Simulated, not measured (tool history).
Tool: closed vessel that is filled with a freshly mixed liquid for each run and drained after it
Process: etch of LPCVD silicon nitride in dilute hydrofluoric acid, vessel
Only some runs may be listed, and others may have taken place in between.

run,day,temperature setpoint of the liquid (K),parts of water to one part of 49 % hydrofluoric acid (parts by volume),time in the liquid (s),thickness taken off the LPCVD silicon nitride on a monitor wafer (Å)
1,0,294.15,240,820,16.841
2,0.35,294.15,240,615,12.756
3,0.521,292.15,240,615,11.113
4,0.621,293.65,225,615,13.103
5,1,293.65,225,820,17.655
6,1.154,294.65,220,820,19.111
7,1.554,295.65,215,820,20.734
8,1.721,296.65,210,820,22.796

Predict the results of run 9:
9,1.854,300.65,135,820,?

{"run 9": {"thickness taken off the LPCVD silicon nitride on a monitor wafer (Å)": 44.789}}
